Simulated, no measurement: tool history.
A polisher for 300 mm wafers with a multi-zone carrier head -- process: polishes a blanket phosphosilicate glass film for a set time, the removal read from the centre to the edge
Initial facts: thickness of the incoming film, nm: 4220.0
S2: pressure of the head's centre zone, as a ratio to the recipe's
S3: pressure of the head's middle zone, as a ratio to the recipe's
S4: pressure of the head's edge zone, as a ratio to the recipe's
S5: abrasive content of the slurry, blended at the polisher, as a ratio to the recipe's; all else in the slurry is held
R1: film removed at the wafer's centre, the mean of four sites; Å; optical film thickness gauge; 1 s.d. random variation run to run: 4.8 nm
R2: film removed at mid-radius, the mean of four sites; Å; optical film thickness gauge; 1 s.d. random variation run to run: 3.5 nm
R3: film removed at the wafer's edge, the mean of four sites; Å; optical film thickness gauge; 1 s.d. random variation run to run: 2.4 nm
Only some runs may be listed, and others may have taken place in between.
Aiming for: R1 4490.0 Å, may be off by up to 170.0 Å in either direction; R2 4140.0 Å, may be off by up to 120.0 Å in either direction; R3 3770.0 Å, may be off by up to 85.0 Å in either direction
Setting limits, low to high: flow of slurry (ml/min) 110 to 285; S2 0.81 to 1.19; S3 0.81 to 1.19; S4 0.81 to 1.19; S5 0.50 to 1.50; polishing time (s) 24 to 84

Run 1, hour 0.0: flow of slurry (ml/min) 180, S2 1.00, S3 1.00, S4 1.00, S5 1.00, polishing time (s) 54. Result: R1 6198.6 Å, R2 6163.1 Å, R3 5910.0 Å.
Run 2, hour 2.3: flow of slurry (ml/min) 180, S2 1.00, S3 1.00, S4 0.98, S5 0.95, polishing time (s) 53. Result: R1 5868.0 Å, R2 5833.4 Å, R3 5623.3 Å.
Run 3, hour 8.7: flow of slurry (ml/min) 180, S2 0.95, S3 1.00, S4 0.98, S5 0.95, polishing time (s) 53. Result: R1 5563.1 Å, R2 5894.7 Å, R3 5578.7 Å.
Run 4, hour 16.0: flow of slurry (ml/min) 220, S2 0.95, S3 1.00, S4 0.98, S5 0.95, polishing time (s) 53. Result: R1 5895.7 Å, R2 5966.3 Å, R3 5804.8 Å.
Run 5, hour 23.0: flow of slurry (ml/min) 240, S2 0.95, S3 1.00, S4 0.98, S5 0.95, polishing time (s) 53. Result: R1 5861.1 Å, R2 6169.0 Å, R3 5811.1 Å.
Run 6, hour 28.9: flow of slurry (ml/min) 235, S2 0.96, S3 1.00, S4 0.96, S5 0.90, polishing time (s) 52. Result: R1 5667.6 Å, R2 5870.4 Å, R3 5489.4 Å.
Run 7, hour 31.9: flow of slurry (ml/min) 230, S2 0.97, S3 0.99, S4 0.94, S5 0.85, polishing time (s) 52. Result: R1 5686.9 Å, R2 5713.6 Å, R3 5302.3 Å.
Run 8, hour 34.2: flow of slurry (ml/min) 225, S2 0.97, S3 0.98, S4 0.93, S5 0.80, polishing time (s) 52. Result: R1 5539.8 Å, R2 5475.9 Å, R3 5106.8 Å.
Run 9, hour 36.3: flow of slurry (ml/min) 175, S2 1.00, S3 0.94, S4 0.83, S5 0.55, polishing time (s) 49. Result: R1 4105.8 Å, R2 3884.1 Å, R3 3634.2 Å.
Run 10, hour 41.0: flow of slurry (ml/min) 180, S2 1.00, S3 0.94, S4 0.83, S5 0.55, polishing time (s) 49. Result: R1 4178.6 Å, R2 3967.2 Å, R3 3644.0 Å.
Run 11, hour 42.5: flow of slurry (ml/min) 185, S2 1.00, S3 0.94, S4 0.83, S5 0.55, polishing time (s) 49. Result: R1 4111.4 Å, R2 3977.8 Å, R3 3627.9 Å.
Run 12, hour 50.5: flow of slurry (ml/min) 190, S2 1.01, S3 0.94, S4 0.83, S5 0.55, polishing time (s) 49. Result: R1 4223.0 Å, R2 3964.6 Å, R3 3681.4 Å.

Exercise: of the 5 proposed moves below, exactly one satisfies all targets within the stated allowed misses. Which move is it?
Run A, hour 58.5: flow of slurry (ml/min) 165, S2 1.03, S3 1.06, S4 0.81, S5 0.55, polishing time (s) 52. Result: R1 ?, R2 ?, R3 ?.
Run B, hour 58.5: flow of slurry (ml/min) 175, S2 1.02, S3 0.83, S4 0.91, S5 0.65, polishing time (s) 48. Result: R1 ?, R2 ?, R3 ?.
Run C, hour 58.5: flow of slurry (ml/min) 170, S2 0.97, S3 0.85, S4 0.90, S5 0.55, polishing time (s) 48. Result: R1 ?, R2 ?, R3 ?.
Run D, hour 58.5: flow of slurry (ml/min) 225, S2 1.06, S3 1.00, S4 0.90, S5 0.60, polishing time (s) 46. Result: R1 ?, R2 ?, R3 ?.
Run E, hour 58.5: flow of slurry (ml/min) 175, S2 0.95, S3 0.94, S4 0.81, S5 0.50, polishing time (s) 55. Result: R1 ?, R2 ?, R3 ?.

move      R1      R2      R3
   A  4417.3  4478.5  3746.3
   B  4482.2  3917.3  4041.7
   C  3858.3  3603.1  3648.0
   D  4469.7  4208.8  3789.7
   E  4120.8  4185.5  3782.1
A: the worst result of the last run now meets its target, but another is out of spec
B: the worst result of the last run now meets its target, but another is out of spec
C: further off than the last run
D: meets every target
E: further off than the last run
The right move is D.
